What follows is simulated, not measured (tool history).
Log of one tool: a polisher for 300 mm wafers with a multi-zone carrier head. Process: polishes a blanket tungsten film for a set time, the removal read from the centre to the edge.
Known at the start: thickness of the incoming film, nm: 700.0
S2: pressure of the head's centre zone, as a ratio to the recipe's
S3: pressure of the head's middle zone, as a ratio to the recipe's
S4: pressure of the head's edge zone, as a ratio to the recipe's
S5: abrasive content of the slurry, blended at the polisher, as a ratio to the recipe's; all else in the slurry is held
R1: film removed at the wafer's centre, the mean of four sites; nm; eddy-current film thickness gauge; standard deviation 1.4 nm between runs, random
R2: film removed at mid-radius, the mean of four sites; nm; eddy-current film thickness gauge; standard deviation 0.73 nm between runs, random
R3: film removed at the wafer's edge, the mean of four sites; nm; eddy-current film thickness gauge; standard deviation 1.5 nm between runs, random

run 1 hour=0 | flow_of_slurry_(ml/min)=220 S2=1 S3=1 S4=1 S5=1 polishing_time_(s)=39 | R1=248.8 R2=251.43 R3=247.62
run 2 hour=5.6 | flow_of_slurry_(ml/min)=250 S2=1 S3=1 S4=1 S5=1 polishing_time_(s)=39 | R1=253.65 R2=255.35 R3=247.54
run 3 hour=11.5 | flow_of_slurry_(ml/min)=250 S2=1 S3=1 S4=1 S5=1.1 polishing_time_(s)=39 | R1=257.8 R2=262.77 R3=259.11
run 4 hour=16.2 | flow_of_slurry_(ml/min)=250 S2=0.92 S3=1 S4=1 S5=1.1 polishing_time_(s)=39 | R1=238.18 R2=261.31 R3=253.22
run 5 hour=17.7 | flow_of_slurry_(ml/min)=250 S2=0.92 S3=1 S4=1 S5=0.9 polishing_time_(s)=39 | R1=227.38 R2=251.39 R3=237.34
run 6 hour=26.5 | flow_of_slurry_(ml/min)=250 S2=0.84 S3=1 S4=1 S5=0.9 polishing_time_(s)=39 | R1=206.96 R2=251.97 R3=240.24
run 7 hour=30.7 | flow_of_slurry_(ml/min)=230 S2=0.83 S3=0.97 S4=1 S5=0.8 polishing_time_(s)=33 | R1=168.54 R2=195.22 R3=197.35
run 8 hour=32 | flow_of_slurry_(ml/min)=220 S2=0.82 S3=0.98 S4=1 S5=0.7 polishing_time_(s)=29 | R1=136.43 R2=168.83 R3=170.18
run 9 hour=40 | flow_of_slurry_(ml/min)=205 S2=0.82 S3=0.96 S4=0.96 S5=0.65 polishing_time_(s)=27 | R1=127.59 R2=147.91 R3=147.21
run 10 hour=44.8 | flow_of_slurry_(ml/min)=190 S2=0.82 S3=0.96 S4=0.96 S5=0.6 polishing_time_(s)=26 | R1=113.41 R2=137.05 R3=138.85
run 11 hour=48.8 | flow_of_slurry_(ml/min)=175 S2=0.82 S3=0.95 S4=0.94 S5=0.6 polishing_time_(s)=26 | R1=112.92 R2=134.5 R3=134.85
run 12 hour=52.6 | flow_of_slurry_(ml/min)=165 S2=0.82 S3=0.94 S4=0.93 S5=0.55 polishing_time_(s)=26 | R1=108.85 R2=129.39 R3=129.98
run 13 hour=60.3 | flow_of_slurry_(ml/min)=155 S2=0.82 S3=0.93 S4=0.92 S5=0.55 polishing_time_(s)=26 | R1=108.31 R2=126.54 R3=128.24
run 14 hour=66.1 | flow_of_slurry_(ml/min)=150 S2=0.82 S3=0.93 S4=0.92 S5=0.55 polishing_time_(s)=26 | R1=109.18 R2=125.88 R3=126.76

What will run 15 give?
run 15 hour=71.2 | flow_of_slurry_(ml/min)=145 S2=0.82 S3=0.93 S4=0.93 S5=0.55 polishing_time_(s)=26 | R1=? R2=? R3=?

R1: 107.63 nm
R2: 123.29 nm
R3: 127.14 nm
